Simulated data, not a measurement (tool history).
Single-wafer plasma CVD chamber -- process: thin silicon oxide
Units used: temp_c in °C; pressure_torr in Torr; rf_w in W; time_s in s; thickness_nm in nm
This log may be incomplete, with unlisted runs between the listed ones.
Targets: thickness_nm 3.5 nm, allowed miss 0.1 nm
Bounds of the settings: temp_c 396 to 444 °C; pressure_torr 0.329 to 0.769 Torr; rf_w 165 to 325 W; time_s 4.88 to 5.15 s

Run 1, day 0: temp_c 420 °C, pressure_torr 0.549 Torr, rf_w 245 W, time_s 5.15 s. Result: thickness_nm 4.7946 nm.
Run 2, day 0.292: temp_c 420 °C, pressure_torr 0.549 Torr, rf_w 245 W, time_s 5.15 s. Result: thickness_nm 4.7507 nm.
Run 3, day 0.358: temp_c 420 °C, pressure_torr 0.549 Torr, rf_w 215 W, time_s 5.15 s. Result: thickness_nm 4.5437 nm.
Run 4, day 0.592: temp_c 413 °C, pressure_torr 0.549 Torr, rf_w 215 W, time_s 5.15 s. Result: thickness_nm 4.5678 nm.
Run 5, day 0.962: temp_c 413 °C, pressure_torr 0.628 Torr, rf_w 215 W, time_s 5.15 s. Result: thickness_nm 5.1638 nm.
Run 6, day 1.079: temp_c 413 °C, pressure_torr 0.628 Torr, rf_w 200 W, time_s 5.15 s. Result: thickness_nm 5.0262 nm.
Run 7, day 1.396: temp_c 413 °C, pressure_torr 0.583 Torr, rf_w 200 W, time_s 5.14 s. Result: thickness_nm 4.623 nm.
Run 8, day 1.625: temp_c 413 °C, pressure_torr 0.55 Torr, rf_w 200 W, time_s 5.14 s. Result: thickness_nm 4.4176 nm.

Next run, 5 choices. One meets every target within its allowed miss, the rest don't. Which?
Run A, day 1.854: temp_c 404 °C, pressure_torr 0.629 Torr, rf_w 185 W, time_s 5.15 s. Result: thickness_nm ?.
Run B, day 1.854: temp_c 407 °C, pressure_torr 0.52 Torr, rf_w 200 W, time_s 4.88 s. Result: thickness_nm ?.
Run C, day 1.854: temp_c 408 °C, pressure_torr 0.763 Torr, rf_w 200 W, time_s 5.15 s. Result: thickness_nm ?.
Run D, day 1.854: temp_c 403 °C, pressure_torr 0.451 Torr, rf_w 200 W, time_s 4.88 s. Result: thickness_nm ?.
Run E, day 1.854: temp_c 410 °C, pressure_torr 0.625 Torr, rf_w 200 W, time_s 5.03 s. Result: thickness_nm ?.

move  thickness_nm
   A        4.9023
   B        3.9986
   C        6.0759
   D        3.4962
   E        4.9096
A: its largest miss is bigger than the last run's
B: closes in on the targets versus the last run, not all within tolerance yet
C: its largest miss is bigger than the last run's
D: each result inside its tolerance
E: its largest miss is bigger than the last run's
The move that meets every target is D.
